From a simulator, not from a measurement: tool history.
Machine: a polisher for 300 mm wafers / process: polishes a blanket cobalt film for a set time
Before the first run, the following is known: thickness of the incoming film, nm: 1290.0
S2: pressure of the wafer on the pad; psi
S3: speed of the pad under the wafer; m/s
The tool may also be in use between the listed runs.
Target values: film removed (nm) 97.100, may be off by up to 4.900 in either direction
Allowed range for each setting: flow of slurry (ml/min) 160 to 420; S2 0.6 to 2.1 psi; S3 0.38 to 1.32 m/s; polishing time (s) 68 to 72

{"run": 1, "hour": 0.0, "flow of slurry (ml/min)": 270, "S2": 1.3, "S3": 0.84, "polishing time (s)": 68, "film removed (nm)": 223.37}
{"run": 2, "hour": 6.4, "flow of slurry (ml/min)": 270, "S2": 1.3, "S3": 0.84, "polishing time (s)": 72, "film removed (nm)": 240.41}
{"run": 3, "hour": 9.8, "flow of slurry (ml/min)": 305, "S2": 1.3, "S3": 0.84, "polishing time (s)": 72, "film removed (nm)": 250.79}
{"run": 4, "hour": 15.8, "flow of slurry (ml/min)": 250, "S2": 1.3, "S3": 0.84, "polishing time (s)": 72, "film removed (nm)": 237.42}
{"run": 5, "hour": 16.5, "flow of slurry (ml/min)": 245, "S2": 1.1, "S3": 0.78, "polishing time (s)": 72, "film removed (nm)": 190.89}
{"run": 6, "hour": 22.5, "flow of slurry (ml/min)": 240, "S2": 1.0, "S3": 0.72, "polishing time (s)": 72, "film removed (nm)": 161.52}
{"run": 7, "hour": 31.5, "flow of slurry (ml/min)": 240, "S2": 0.9, "S3": 0.68, "polishing time (s)": 72, "film removed (nm)": 140.8}
{"run": 8, "hour": 36.2, "flow of slurry (ml/min)": 240, "S2": 0.8, "S3": 0.66, "polishing time (s)": 72, "film removed (nm)": 124.64}
{"run": 9, "hour": 42.5, "flow of slurry (ml/min)": 240, "S2": 0.6, "S3": 0.58, "polishing time (s)": 72, "film removed (nm)": 85.49}

Pick the move, out of 4, that brings all results within their allowed miss; only one does.
{"run": "A", "hour": 48.8, "flow of slurry (ml/min)": 220, "S2": 0.7, "S3": 0.6, "polishing time (s)": 69, "film removed (nm)": "?"}
{"run": "B", "hour": 48.8, "flow of slurry (ml/min)": 260, "S2": 0.6, "S3": 0.48, "polishing time (s)": 68, "film removed (nm)": "?"}
{"run": "C", "hour": 48.8, "flow of slurry (ml/min)": 285, "S2": 0.7, "S3": 0.42, "polishing time (s)": 70, "film removed (nm)": "?"}
{"run": "D", "hour": 48.8, "flow of slurry (ml/min)": 245, "S2": 0.6, "S3": 0.58, "polishing time (s)": 70, "film removed (nm)": "?"}

move=A film_removed_(nm)=97.164
move=B film_removed_(nm)=72.179
move=C film_removed_(nm)=79.434
move=D film_removed_(nm)=84.064
A: every result within its allowed miss
B: further off than the last run
C: further off than the last run
D: further off than the last run
A meets every target.

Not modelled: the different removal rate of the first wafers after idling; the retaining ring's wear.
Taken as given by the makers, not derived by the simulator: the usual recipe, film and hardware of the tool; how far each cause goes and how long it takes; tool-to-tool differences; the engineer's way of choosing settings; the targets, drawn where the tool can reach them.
